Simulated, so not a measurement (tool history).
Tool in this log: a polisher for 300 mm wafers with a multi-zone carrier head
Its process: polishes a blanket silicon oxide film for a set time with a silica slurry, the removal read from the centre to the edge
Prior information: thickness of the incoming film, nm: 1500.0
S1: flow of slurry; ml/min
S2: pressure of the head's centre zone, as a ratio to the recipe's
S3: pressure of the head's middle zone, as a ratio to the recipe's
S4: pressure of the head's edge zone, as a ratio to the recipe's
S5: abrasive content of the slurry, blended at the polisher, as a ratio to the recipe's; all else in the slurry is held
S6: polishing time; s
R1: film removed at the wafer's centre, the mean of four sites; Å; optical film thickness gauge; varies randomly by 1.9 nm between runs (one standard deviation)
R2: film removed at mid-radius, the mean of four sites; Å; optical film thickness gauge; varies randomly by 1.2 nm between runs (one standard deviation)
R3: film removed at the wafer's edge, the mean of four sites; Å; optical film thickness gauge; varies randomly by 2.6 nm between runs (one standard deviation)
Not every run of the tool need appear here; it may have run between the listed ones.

run,day,S1,S2,S3,S4,S5,S6,R1,R2,R3
1,0,270,1,1,1,1,77,1618.7,1639.4,1593.1
2,0.121,270,1,1,1.03,1,77,1625.1,1626.3,1634.4
3,0.267,280,1.03,1,1.06,1,77,1662.5,1627.6,1636.8
4,0.417,280,1.03,1,1.06,1.15,77,1790.3,1720.7,1733.8
5,0.508,280,0.99,1,1.06,1.15,77,1737.3,1713,1741.1
6,0.854,280,0.99,0.96,1.06,1.15,77,1715.7,1628,1770.4
7,1.067,285,1.02,0.96,1.07,1.2,77,1788.3,1685.1,1778.4
8,1.129,290,1.05,0.95,1.09,1.25,77,1861.3,1686.3,1818.2
9,1.333,295,1.07,0.95,1.1,1.25,77,1930.5,1689.2,1806.4
10,1.404,300,1.08,0.95,1.11,1.25,77,1942.9,1690,1838.8

Expected results for the next run?
11,1.7,305,1.09,0.95,1.12,1.25,77,?,?,?

Run 11 came out at R1 1947.5 Å, R2 1695.7 Å, R3 1820.4 Å.

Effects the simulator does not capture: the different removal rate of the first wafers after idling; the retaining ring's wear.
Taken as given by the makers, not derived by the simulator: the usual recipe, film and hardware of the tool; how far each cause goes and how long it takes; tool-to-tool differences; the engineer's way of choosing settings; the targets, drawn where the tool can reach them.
